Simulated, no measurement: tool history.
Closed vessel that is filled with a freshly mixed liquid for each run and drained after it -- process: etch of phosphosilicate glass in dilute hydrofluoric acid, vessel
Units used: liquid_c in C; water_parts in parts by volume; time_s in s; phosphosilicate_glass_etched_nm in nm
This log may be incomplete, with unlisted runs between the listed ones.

| run | hour | liquid_c | water_parts | time_s | phosphosilicate_glass_etched_nm |
|---|---|---|---|---|---|
| 1 | 0.0 | 24.0 | 255 | 140 | 54.501 |
| 2 | 9.2 | 26.0 | 245 | 140 | 62.037 |
| 3 | 18.2 | 26.0 | 245 | 140 | 61.879 |
| 4 | 20.3 | 27.0 | 245 | 140 | 64.877 |
| 5 | 27.2 | 24.0 | 245 | 140 | 58.457 |
| 6 | 30.3 | 26.0 | 235 | 140 | 64.605 |

What does the tool deliver on the next run?
| 7 | 31.9 | 27.5 | 230 | 140 | ? |

Run 7 gave phosphosilicate_glass_etched_nm 71.168 nm.
